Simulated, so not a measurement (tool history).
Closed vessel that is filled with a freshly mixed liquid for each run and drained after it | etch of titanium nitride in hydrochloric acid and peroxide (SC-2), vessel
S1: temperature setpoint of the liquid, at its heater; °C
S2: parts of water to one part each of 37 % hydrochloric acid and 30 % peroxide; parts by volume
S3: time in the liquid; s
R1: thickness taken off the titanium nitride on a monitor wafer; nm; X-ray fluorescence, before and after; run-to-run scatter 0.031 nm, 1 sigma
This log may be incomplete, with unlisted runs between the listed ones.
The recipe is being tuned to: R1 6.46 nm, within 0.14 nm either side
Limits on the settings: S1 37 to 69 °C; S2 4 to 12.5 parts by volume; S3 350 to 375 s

run,hour,S1,S2,S3,R1
1,0,53,7,350,14.402
2,7.9,50,7,350,11.937
3,16.7,50,9,350,9.6052
4,19.2,56.5,9,350,14.737
5,21.8,53.5,9,350,12.148
6,28.6,51,9,350,10.361
7,29.5,49,9,350,9.013
8,32.9,48,9,350,8.4858
# hour 34.6: new drum of peroxide connected
9,34.6,47,9,350,8.441
10,41.5,46,9,350,7.9581

4 next moves are on the table. One of them brings every result within its allowed miss. Which?
A,48.4,47,11,355,?
B,48.4,44.5,9,355,?
C,48.4,41,7.5,350,?
D,48.4,47,9,375,?

move,R1
A,7.2583
B,7.2285
C,6.464
D,9.0613
A: closes in on the targets versus the last run, not all within tolerance yet
B: closes in on the targets versus the last run, not all within tolerance yet
C: all results in spec
D: moves away from the targets compared with the last run
Go with C: it meets all targets.
